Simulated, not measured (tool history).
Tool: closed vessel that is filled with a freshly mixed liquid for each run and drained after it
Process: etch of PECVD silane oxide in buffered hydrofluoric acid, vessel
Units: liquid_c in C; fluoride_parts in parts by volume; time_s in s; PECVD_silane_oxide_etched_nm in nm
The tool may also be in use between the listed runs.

Run 1, day 0.000: liquid_c 24.0 C, fluoride_parts 18.0 parts by volume, time_s 35 s. Result: PECVD_silane_oxide_etched_nm 54.873 nm.
Run 2, day 0.333: liquid_c 22.5 C, fluoride_parts 19.5 parts by volume, time_s 35 s. Result: PECVD_silane_oxide_etched_nm 46.490 nm.
Run 3, day 0.442: liquid_c 25.0 C, fluoride_parts 19.5 parts by volume, time_s 35 s. Result: PECVD_silane_oxide_etched_nm 54.249 nm.
Run 4, day 0.771: liquid_c 27.0 C, fluoride_parts 19.5 parts by volume, time_s 35 s. Result: PECVD_silane_oxide_etched_nm 59.127 nm.
Run 5, day 0.975: liquid_c 24.0 C, fluoride_parts 19.5 parts by volume, time_s 35 s. Result: PECVD_silane_oxide_etched_nm 49.880 nm.
Run 6, day 1.133: liquid_c 20.5 C, fluoride_parts 19.5 parts by volume, time_s 35 s. Result: PECVD_silane_oxide_etched_nm 41.738 nm.

Forecast run 7:
Run 7, day 1.217: liquid_c 17.0 C, fluoride_parts 25.0 parts by volume, time_s 35 s. Result: PECVD_silane_oxide_etched_nm ?.

{"run 7": {"PECVD_silane_oxide_etched_nm": 28.119}}

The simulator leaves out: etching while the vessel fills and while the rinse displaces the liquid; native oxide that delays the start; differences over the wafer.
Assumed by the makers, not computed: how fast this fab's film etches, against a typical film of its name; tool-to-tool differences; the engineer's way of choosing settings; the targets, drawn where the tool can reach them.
